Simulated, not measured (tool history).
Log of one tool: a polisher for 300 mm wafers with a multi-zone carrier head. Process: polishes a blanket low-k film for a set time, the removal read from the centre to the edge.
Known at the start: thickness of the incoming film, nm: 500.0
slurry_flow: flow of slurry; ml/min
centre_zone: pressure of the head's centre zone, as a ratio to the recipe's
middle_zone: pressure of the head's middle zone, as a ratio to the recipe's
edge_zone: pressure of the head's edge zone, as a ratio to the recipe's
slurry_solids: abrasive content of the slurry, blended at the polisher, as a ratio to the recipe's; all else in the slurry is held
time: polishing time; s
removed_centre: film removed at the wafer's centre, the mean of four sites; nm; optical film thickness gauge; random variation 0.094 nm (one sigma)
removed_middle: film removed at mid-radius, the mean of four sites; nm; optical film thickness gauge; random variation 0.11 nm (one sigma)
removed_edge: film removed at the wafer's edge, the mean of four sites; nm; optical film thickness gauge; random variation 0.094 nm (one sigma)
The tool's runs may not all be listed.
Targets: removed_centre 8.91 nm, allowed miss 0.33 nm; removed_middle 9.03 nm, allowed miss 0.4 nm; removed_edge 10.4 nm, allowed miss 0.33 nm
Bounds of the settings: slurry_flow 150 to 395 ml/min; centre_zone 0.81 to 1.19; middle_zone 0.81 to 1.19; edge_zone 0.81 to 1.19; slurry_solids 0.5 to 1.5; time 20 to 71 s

run  hour  slurry_flow  centre_zone  middle_zone  edge_zone  slurry_solids  time  removed_centre  removed_middle  removed_edge
  1     0          250            1            1          1              1    45          16.327          16.774        16.429
  2   2.8          250            1            1          1              1    39          14.258          14.082        14.133
  3   5.7          250         1.09            1          1              1    39          15.645          14.432        14.294
  4   7.9          240         1.01         0.96          1           0.85    38          12.711          12.241        12.732
  5   8.4          230         0.96         0.92       0.98            0.8    38          11.672          11.696        12.165
  6  10.8          225         0.94         0.89       0.99            0.7    38          10.726          9.9717        11.295
  7  12.1          215          0.9         0.88       0.98            0.7    38          10.193          9.8959        11.146
  8  17.6          210         0.87         0.87       0.97            0.7    38          9.7375          10.082        11.199
  9  23.9          205         0.86         0.86       0.96           0.65    38          9.3983          9.2681        10.485
 10  31.7          200         0.85         0.86       0.96           0.65    38          9.2722          9.3687         10.45

5 next moves are on the table. One of them brings every result within its allowed miss. Which?
  A  39.5          255          0.9         0.82       0.95           0.55    42               ?               ?             ?
  B  39.5          155         0.86         0.95       0.98            0.6    41               ?               ?             ?
  C  39.5          185         0.93         0.85       0.99            0.6    40               ?               ?             ?
  D  39.5          270         0.81         0.83       0.96            0.9    30               ?               ?             ?
  E  39.5          270         0.92         0.93       1.03            0.8    31               ?               ?             ?

move  removed_centre  removed_middle  removed_edge
   A          9.8987          9.1061        10.732
   B          9.1144          9.8962        10.666
   C          9.7857          9.0765        10.708
   D          8.8667          8.9401        10.463
   E          9.5011          9.5139        10.477
A: further off than the last run
B: brings the result that was furthest off to its target, and leaves another outside
C: further off than the last run
D: meets every target
E: further off than the last run
The right move is D.
